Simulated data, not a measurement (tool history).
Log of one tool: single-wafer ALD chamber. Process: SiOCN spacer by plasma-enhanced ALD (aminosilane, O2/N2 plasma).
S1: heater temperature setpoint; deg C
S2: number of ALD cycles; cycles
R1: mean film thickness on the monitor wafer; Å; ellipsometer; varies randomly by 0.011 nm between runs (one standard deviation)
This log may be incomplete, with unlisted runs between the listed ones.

| run | hour | S1 | S2 | R1 |
|---|---|---|---|---|
| 1 | 0.0 | 390 | 86 | 52.148 |
| 2 | 8.2 | 390 | 98 | 59.269 |
| 3 | 14.2 | 390 | 87 | 52.448 |
| 4 | 15.2 | 399 | 87 | 52.807 |
| 5 | 21.5 | 399 | 78 | 47.109 |
| 6 | 30.2 | 394 | 78 | 47.169 |
| 7 | 37.6 | 394 | 78 | 46.937 |
| 8 | 41.2 | 394 | 73 | 43.981 |
| 9 | 47.2 | 394 | 70 | 42.420 |
| 10 | 50.1 | 394 | 68 | 40.937 |
| 11 | 54.9 | 394 | 67 | 40.422 |
| 12 | 57.1 | 394 | 66 | 40.042 |

The next listed run, before its measurement:
| 13 | 61.2 | 394 | 65 | ? |

Run 13 came out at R1 39.348 Å.
